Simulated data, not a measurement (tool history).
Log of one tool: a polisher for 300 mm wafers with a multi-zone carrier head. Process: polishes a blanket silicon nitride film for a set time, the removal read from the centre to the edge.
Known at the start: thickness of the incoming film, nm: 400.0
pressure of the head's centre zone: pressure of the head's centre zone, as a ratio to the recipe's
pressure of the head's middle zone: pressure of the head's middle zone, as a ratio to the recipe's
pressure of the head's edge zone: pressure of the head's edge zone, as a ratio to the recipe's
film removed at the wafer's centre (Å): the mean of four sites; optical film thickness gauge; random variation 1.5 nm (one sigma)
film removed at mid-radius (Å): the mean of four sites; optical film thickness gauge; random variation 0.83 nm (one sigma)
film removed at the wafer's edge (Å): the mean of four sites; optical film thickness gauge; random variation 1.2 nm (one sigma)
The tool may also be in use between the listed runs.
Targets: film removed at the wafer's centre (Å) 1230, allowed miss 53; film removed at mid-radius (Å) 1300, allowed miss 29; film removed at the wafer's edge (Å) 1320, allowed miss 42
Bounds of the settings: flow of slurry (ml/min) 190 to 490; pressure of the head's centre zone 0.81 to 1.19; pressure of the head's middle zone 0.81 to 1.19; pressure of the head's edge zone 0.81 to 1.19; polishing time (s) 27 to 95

run  hour  flow of slurry (ml/min)  pressure of the head's centre zone  pressure of the head's middle zone  pressure of the head's edge zone  polishing time (s)  film removed at the wafer's centre (Å)  film removed at mid-radius (Å)  film removed at the wafer's edge (Å)
  1     0                      315                                   1                                   1                                 1                  61                                  1409.4                          1425.6                                1437.6
  2   3.9                      310                                0.99                                0.99                              0.99                  61                                  1410.1                          1418.3                                1420.1
  3  10.6                      310                                0.99                                1.04                              0.99                  61                                  1388.4                            1477                                  1443
  4  18.6                      305                                0.98                                1.02                              0.98                  61                                    1352                          1467.8                                  1422
  5    25                      300                                0.97                                   1                              0.98                  61                                  1362.5                          1442.9                                1436.6
  6  33.3                      260                                0.97                                   1                              0.98                  61                                  1313.6                          1409.4                                1380.8
  7  41.3                      255                                0.97                                0.99                              0.98                  61                                  1338.6                          1378.6                                1418.7
  8  44.7                      255                                0.97                                0.99                              0.98                  61                                  1290.6                          1383.4                                  1386
  9  53.1                      250                                0.97                                0.99                              0.98                  61                                  1331.8                          1386.5                                1395.5
 10  56.7                      245                                0.96                                0.98                              0.97                  61                                  1310.4                          1380.8                                1392.7
 11    62                      240                                0.96                                0.98                              0.97                  61                                  1301.9                          1368.6                                1391.8
 12  70.5                      235                                0.96                                0.98                              0.96                  61                                  1279.8                          1359.9                                1400.2
 13  76.2                      235                                0.96                                0.98                              0.96                  60                                  1278.1                          1339.9                                1367.4
     77.2  -- edge zone pressure recalibrated
 14  77.2                      230                                0.96                                0.98                              0.96                  60                                  1259.1                          1319.1                                1306.4

5 next moves are on the table. One of them brings every result within its allowed miss. Which?
  A  78.2                      215                                1.01                                0.99                              0.93                  61                                       ?                               ?                                     ?
  B  78.2                      235                                1.02                                0.94                              1.14                  58                                       ?                               ?                                     ?
  C  78.2                      240                                0.93                                0.96                              0.94                  62                                       ?                               ?                                     ?
  D  78.2                      325                                0.95                                0.99                              1.07                  56                                       ?                               ?                                     ?
  E  78.2                      360                                 0.9                                0.87                              1.05                  60                                       ?                               ?                                     ?

move  film removed at the wafer's centre (Å)  film removed at mid-radius (Å)  film removed at the wafer's edge (Å)
   A                                  1356.7                            1359                                1280.5
   B                                  1320.9                          1253.9                                1360.1
   C                                  1306.2                          1369.3                                1325.1
   D                                  1251.3                          1315.6                                1309.4
   E                                    1291                          1278.1                                1402.4
A: further off than the last run
B: takes the result that was furthest off past its target
C: further off than the last run
D: meets every target
E: brings the result that was furthest off to its target, and leaves another outside
Move D is the one to make.

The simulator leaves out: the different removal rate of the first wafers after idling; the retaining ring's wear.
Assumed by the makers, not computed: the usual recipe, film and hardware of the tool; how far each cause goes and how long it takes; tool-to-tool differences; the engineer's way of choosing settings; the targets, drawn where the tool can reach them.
